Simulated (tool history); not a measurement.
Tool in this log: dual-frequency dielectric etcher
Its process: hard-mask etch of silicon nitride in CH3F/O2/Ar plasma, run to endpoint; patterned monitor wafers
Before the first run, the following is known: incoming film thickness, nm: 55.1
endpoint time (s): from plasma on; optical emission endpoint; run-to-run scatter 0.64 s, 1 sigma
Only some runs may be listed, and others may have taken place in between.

run 1 hour=0.0 | source_power_(W)=430 bias_power_(W)=95 | endpoint_time_(s)=65.022
run 2 hour=4.9 | source_power_(W)=380 bias_power_(W)=85 | endpoint_time_(s)=72.068
run 3 hour=13.2 | source_power_(W)=340 bias_power_(W)=85 | endpoint_time_(s)=75.007
run 4 hour=16.6 | source_power_(W)=340 bias_power_(W)=101 | endpoint_time_(s)=66.872
run 5 hour=17.4 | source_power_(W)=340 bias_power_(W)=118 | endpoint_time_(s)=61.604
run 6 hour=19.0 | source_power_(W)=340 bias_power_(W)=127 | endpoint_time_(s)=58.403
run 7 hour=20.1 | source_power_(W)=310 bias_power_(W)=110 | endpoint_time_(s)=65.045
run 8 hour=21.6 | source_power_(W)=290 bias_power_(W)=97 | endpoint_time_(s)=72.526
run 9 hour=22.6 | source_power_(W)=280 bias_power_(W)=90 | endpoint_time_(s)=76.014
run 10 hour=31.2 | source_power_(W)=250 bias_power_(W)=71 | endpoint_time_(s)=90.292

Run 11 has not been measured yet. What should we expect?
run 11 hour=32.5 | source_power_(W)=260 bias_power_(W)=72 | endpoint_time_(s)=?

endpoint time (s): 89.331
